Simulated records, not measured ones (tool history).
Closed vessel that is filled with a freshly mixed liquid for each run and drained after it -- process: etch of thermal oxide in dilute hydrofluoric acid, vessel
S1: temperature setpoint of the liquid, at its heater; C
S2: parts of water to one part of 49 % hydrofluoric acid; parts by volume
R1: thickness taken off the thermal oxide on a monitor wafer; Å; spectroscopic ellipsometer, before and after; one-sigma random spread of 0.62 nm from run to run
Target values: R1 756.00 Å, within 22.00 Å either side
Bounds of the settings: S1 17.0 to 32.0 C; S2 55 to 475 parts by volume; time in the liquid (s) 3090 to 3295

{"run": 1, "hour": 0.0, "S1": 24.0, "S2": 265, "time in the liquid (s)": 3090, "R1": 447.42}
{"run": 2, "hour": 9.6, "S1": 24.0, "S2": 300, "time in the liquid (s)": 3090, "R1": 381.41}
{"run": 3, "hour": 11.4, "S1": 26.5, "S2": 270, "time in the liquid (s)": 3095, "R1": 474.82}
{"run": 4, "hour": 13.1, "S1": 28.0, "S2": 250, "time in the liquid (s)": 3095, "R1": 548.63}
{"run": 5, "hour": 15.7, "S1": 31.5, "S2": 250, "time in the liquid (s)": 3095, "R1": 615.88}
{"run": 6, "hour": 18.7, "S1": 31.5, "S2": 155, "time in the liquid (s)": 3095, "R1": 1121.3}
{"run": 7, "hour": 23.4, "S1": 28.0, "S2": 160, "time in the liquid (s)": 3095, "R1": 954.13}
{"run": 8, "hour": 30.9, "S1": 26.0, "S2": 160, "time in the liquid (s)": 3095, "R1": 886.41}
{"run": 9, "hour": 39.9, "S1": 24.5, "S2": 160, "time in the liquid (s)": 3095, "R1": 846.04}
{"run": 10, "hour": 47.2, "S1": 23.5, "S2": 160, "time in the liquid (s)": 3095, "R1": 807.07}
{"run": 11, "hour": 52.1, "S1": 23.5, "S2": 160, "time in the liquid (s)": 3095, "R1": 795.08}
{"run": 12, "hour": 57.3, "S1": 23.0, "S2": 160, "time in the liquid (s)": 3095, "R1": 790.59}
{"run": 13, "hour": 63.7, "S1": 23.0, "S2": 160, "time in the liquid (s)": 3095, "R1": 785.47}

4 next moves are on the table. One of them brings every result within its allowed miss. Which?
{"run": "A", "hour": 70.1, "S1": 24.0, "S2": 180, "time in the liquid (s)": 3295, "R1": "?"}
{"run": "B", "hour": 70.1, "S1": 22.5, "S2": 160, "time in the liquid (s)": 3195, "R1": "?"}
{"run": "C", "hour": 70.1, "S1": 20.5, "S2": 145, "time in the liquid (s)": 3090, "R1": "?"}
{"run": "D", "hour": 70.1, "S1": 23.0, "S2": 160, "time in the liquid (s)": 3090, "R1": "?"}

move=A R1=767.74
move=B R1=808.61
move=C R1=810.93
move=D R1=797.22
A: all results land within tolerance of their targets
B: its largest miss is bigger than the last run's
C: its largest miss is bigger than the last run's
D: its largest miss is bigger than the last run's
A is the move that brings every result within its allowed miss.
